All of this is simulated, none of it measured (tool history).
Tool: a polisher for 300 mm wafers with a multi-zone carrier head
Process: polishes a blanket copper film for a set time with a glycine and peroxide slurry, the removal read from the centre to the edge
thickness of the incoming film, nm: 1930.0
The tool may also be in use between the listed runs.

run	day	flow of slurry (ml/min)	pressure of the head's centre zone	pressure of the head's middle zone	pressure of the head's edge zone	polishing time (s)	film removed at the wafer's centre (Å)	film removed at mid-radius (Å)	film removed at the wafer's edge (Å)
1	0.000	220	1.00	1.00	1.00	65	4759.8	4672.9	4677.2
2	0.067	230	1.03	1.01	1.04	68	5109.8	5028.8	5000.2
3	0.233	185	1.03	1.01	1.04	68	4958.0	4855.7	4791.8
4	0.258	185	0.97	1.01	1.04	68	4587.6	4801.6	4856.0
5	0.396	210	0.97	1.01	1.04	68	4730.2	4954.7	4964.4
6	0.504	190	0.97	1.01	1.04	68	4556.3	4819.3	4955.7

Run 7 is up next; what results do you expect?
7	0.704	215	1.00	1.00	1.07	70	?	?	?

For run 7 the tool returned film removed at the wafer's centre (Å) 4990.7, film removed at mid-radius (Å) 5048.5, film removed at the wafer's edge (Å) 5214.3.
